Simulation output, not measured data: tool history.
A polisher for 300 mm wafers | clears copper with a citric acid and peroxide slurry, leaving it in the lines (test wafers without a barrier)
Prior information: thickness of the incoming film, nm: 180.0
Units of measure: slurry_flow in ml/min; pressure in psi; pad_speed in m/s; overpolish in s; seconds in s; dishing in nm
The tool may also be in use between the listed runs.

run	hour	slurry_flow	pressure	pad_speed	slurry_solids	overpolish	seconds	dishing
1	0.0	165	2.4	1.22	1.0	21	65.231	32.874
2	5.1	165	2.9	1.22	1.0	21	53.657	37.542
3	10.3	165	3.2	1.22	1.0	21	50.200	40.268
4	17.7	130	3.2	1.22	1.0	21	51.034	39.114
5	22.4	130	3.6	1.22	1.0	21	45.277	42.814
6	24.5	130	3.6	1.22	0.8	21	48.589	39.507

Run 7 is up next; what results do you expect?
7	31.1	120	3.6	1.24	0.7	16	?	?

seconds: 49.612 s
dishing: 33.662 nm
